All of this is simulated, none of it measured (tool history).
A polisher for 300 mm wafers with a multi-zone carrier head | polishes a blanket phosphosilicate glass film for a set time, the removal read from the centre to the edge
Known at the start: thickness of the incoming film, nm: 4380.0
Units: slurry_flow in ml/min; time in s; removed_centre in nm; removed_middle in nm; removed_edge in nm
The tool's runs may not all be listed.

run,day,slurry_flow,centre_zone,middle_zone,edge_zone,slurry_solids,time,removed_centre,removed_middle,removed_edge
1,0.000,210,1.00,1.00,1.00,1.0,68,526.72,514.29,514.90
2,0.038,210,1.00,1.05,1.00,1.0,68,521.83,538.21,517.92
3,0.304,200,0.98,1.05,1.00,1.0,68,502.22,529.12,517.52
4,0.442,200,1.05,1.05,1.00,1.0,68,537.00,532.19,520.43
5,0.550,200,1.05,1.08,1.00,1.0,68,533.28,550.55,513.68
6,0.779,200,1.05,1.08,1.00,0.9,68,510.07,522.21,489.66
7,0.871,190,1.04,1.08,1.01,0.9,68,509.02,520.49,491.81
8,0.921,180,1.02,1.08,1.02,0.9,68,495.39,518.23,494.98

Run 9 comes next. What will it give?
9,1.196,175,1.01,1.08,1.03,0.9,68,?,?,?

removed_centre: 485.81 nm
removed_middle: 516.83 nm
removed_edge: 483.17 nm

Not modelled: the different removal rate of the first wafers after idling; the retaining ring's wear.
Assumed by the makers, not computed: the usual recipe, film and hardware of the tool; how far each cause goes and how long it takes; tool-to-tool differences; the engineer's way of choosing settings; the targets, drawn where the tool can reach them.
